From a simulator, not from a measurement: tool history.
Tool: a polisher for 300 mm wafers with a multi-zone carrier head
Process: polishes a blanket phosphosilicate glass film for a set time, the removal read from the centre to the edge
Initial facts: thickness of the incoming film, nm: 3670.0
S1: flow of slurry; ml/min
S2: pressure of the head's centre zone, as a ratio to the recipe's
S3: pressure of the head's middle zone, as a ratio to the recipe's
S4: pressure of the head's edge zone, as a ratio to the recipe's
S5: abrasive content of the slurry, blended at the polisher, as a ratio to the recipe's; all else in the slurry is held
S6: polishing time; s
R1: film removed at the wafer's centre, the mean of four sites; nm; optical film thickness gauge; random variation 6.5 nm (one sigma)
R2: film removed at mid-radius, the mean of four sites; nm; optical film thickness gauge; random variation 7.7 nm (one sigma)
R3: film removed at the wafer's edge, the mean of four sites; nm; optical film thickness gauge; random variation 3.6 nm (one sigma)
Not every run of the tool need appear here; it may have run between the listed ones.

| run | hour | S1 | S2 | S3 | S4 | S5 | S6 | R1 | R2 | R3 |
|---|---|---|---|---|---|---|---|---|---|---|
| 1 | 0.0 | 230 | 1.00 | 1.00 | 1.00 | 1.00 | 88 | 756.17 | 859.35 | 827.82 |
| 2 | 8.6 | 230 | 1.00 | 1.00 | 1.00 | 0.90 | 88 | 707.93 | 803.54 | 797.00 |
| 3 | 17.5 | 230 | 1.00 | 0.92 | 1.00 | 0.90 | 88 | 710.44 | 757.31 | 786.71 |
| 4 | 22.8 | 230 | 1.00 | 0.93 | 0.98 | 0.85 | 87 | 687.89 | 728.78 | 749.68 |
| 5 | 28.0 | 230 | 0.99 | 0.94 | 0.96 | 0.80 | 87 | 645.33 | 724.60 | 723.58 |
| 6 | 34.1 | 230 | 0.99 | 0.94 | 1.01 | 0.80 | 87 | 666.22 | 713.92 | 740.44 |
| 7 | 41.4 | 230 | 0.99 | 0.94 | 0.99 | 0.75 | 86 | 621.08 | 685.18 | 695.70 |
| 8 | 45.2 | 230 | 0.99 | 0.94 | 0.97 | 0.70 | 86 | 608.63 | 662.49 | 662.48 |
| 9 | 50.8 | 225 | 0.99 | 0.94 | 0.95 | 0.70 | 86 | 602.80 | 664.59 | 660.11 |
| 10 | 59.3 | 220 | 0.99 | 0.94 | 0.93 | 0.70 | 86 | 593.46 | 659.18 | 655.94 |
| 11 | 61.3 | 215 | 1.01 | 0.98 | 0.83 | 0.50 | 84 | 492.66 | 540.26 | 491.79 |
| 12 | 66.5 | 280 | 0.99 | 0.99 | 0.92 | 0.50 | 84 | 499.16 | 554.18 | 529.97 |
| 13 | 70.7 | 280 | 0.99 | 0.99 | 0.92 | 0.50 | 84 | 498.05 | 559.89 | 524.51 |
|  | 76.7 | centre zone pressure recalibrated |
| 14 | 76.7 | 315 | 1.01 | 1.04 | 1.01 | 0.55 | 84 | 592.34 | 613.77 | 590.90 |
| 15 | 84.0 | 315 | 1.00 | 1.04 | 1.00 | 0.55 | 84 | 585.51 | 626.76 | 594.36 |
| 16 | 87.0 | 315 | 1.00 | 1.04 | 0.99 | 0.55 | 84 | 585.42 | 632.51 | 579.85 |

Forecast run 17:
| 17 | 95.3 | 310 | 1.00 | 1.03 | 0.99 | 0.55 | 84 | ? | ? | ? |

{"run 17": {"R1": 577.3, "R2": 617.05, "R3": 591.0}}

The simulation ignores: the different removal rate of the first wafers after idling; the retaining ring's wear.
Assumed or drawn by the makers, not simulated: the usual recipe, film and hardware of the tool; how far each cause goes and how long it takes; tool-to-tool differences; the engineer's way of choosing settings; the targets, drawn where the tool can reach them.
